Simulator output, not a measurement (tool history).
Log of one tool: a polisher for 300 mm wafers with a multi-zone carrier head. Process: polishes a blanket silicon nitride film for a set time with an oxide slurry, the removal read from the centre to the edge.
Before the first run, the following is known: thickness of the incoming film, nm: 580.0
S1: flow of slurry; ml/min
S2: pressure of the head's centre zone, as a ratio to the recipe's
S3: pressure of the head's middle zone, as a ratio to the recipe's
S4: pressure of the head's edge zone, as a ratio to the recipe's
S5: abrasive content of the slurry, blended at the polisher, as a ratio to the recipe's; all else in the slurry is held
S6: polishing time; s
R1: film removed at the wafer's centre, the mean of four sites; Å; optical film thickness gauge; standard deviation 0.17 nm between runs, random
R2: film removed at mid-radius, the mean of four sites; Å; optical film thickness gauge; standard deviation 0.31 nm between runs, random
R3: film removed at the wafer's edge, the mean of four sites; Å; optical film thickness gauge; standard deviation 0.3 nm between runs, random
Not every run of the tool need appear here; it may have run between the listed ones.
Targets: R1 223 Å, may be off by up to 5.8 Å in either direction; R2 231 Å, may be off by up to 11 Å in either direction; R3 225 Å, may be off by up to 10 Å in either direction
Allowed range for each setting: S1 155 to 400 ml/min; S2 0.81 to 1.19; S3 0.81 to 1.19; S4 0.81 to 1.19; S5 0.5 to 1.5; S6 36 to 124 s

run 1 hour=0 | S1=255 S2=1 S3=1 S4=1 S5=1 S6=79 | R1=335.62 R2=335.63 R3=341.54
run 2 hour=5.4 | S1=255 S2=1 S3=0.94 S4=1 S5=1 S6=79 | R1=340.96 R2=315.92 R3=327.9
run 3 hour=8.4 | S1=220 S2=1 S3=0.94 S4=1 S5=1 S6=79 | R1=334.28 R2=309.99 R3=331.35
run 4 hour=10.2 | S1=235 S2=0.97 S3=0.93 S4=0.97 S5=0.9 S6=78 | R1=305.85 R2=290.92 R3=305.74
run 5 hour=17.2 | S1=235 S2=0.97 S3=0.93 S4=0.89 S5=0.9 S6=78 | R1=304.13 R2=292.8 R3=300.78
run 6 hour=22.2 | S1=235 S2=0.97 S3=0.84 S4=0.89 S5=0.9 S6=78 | R1=305.31 R2=269.12 R3=296.22
run 7 hour=25 | S1=250 S2=0.96 S3=0.86 S4=0.88 S5=0.8 S6=77 | R1=285.3 R2=263.68 R3=277.8
run 8 hour=26.4 | S1=260 S2=0.95 S3=0.86 S4=0.87 S5=0.75 S6=76 | R1=271.6 R2=246.99 R3=263.92

Of the 5 settings listed for the next run, only one would bring every result within its allowed miss of target. Which one?
run A hour=27.8 | S1=235 S2=0.94 S3=0.99 S4=0.91 S5=0.85 S6=60 | R1=? R2=? R3=?
run B hour=27.8 | S1=275 S2=0.89 S3=0.81 S4=1.05 S5=0.8 S6=73 | R1=? R2=? R3=?
run C hour=27.8 | S1=365 S2=1.19 S3=0.92 S4=0.81 S5=0.7 S6=72 | R1=? R2=? R3=?
run D hour=27.8 | S1=265 S2=0.86 S3=1.17 S4=0.83 S5=0.8 S6=63 | R1=? R2=? R3=?
run E hour=27.8 | S1=270 S2=0.93 S3=0.98 S4=0.81 S5=0.65 S6=75 | R1=? R2=? R3=?

move=A R1=223.5 R2=230.3 R3=223.86
move=B R1=255.14 R2=235.04 R3=287.53
move=C R1=325.32 R2=247.19 R3=240.72
move=D R1=212.22 R2=275.2 R3=221.35
move=E R1=246.11 R2=253.75 R3=235.52
A: meets every target
B: an improvement on the last run, though not all results are within tolerance
C: lands further from the targets than the last run did
D: takes the result that was furthest off past its target
E: an improvement on the last run, though not all results are within tolerance
The right move is A.
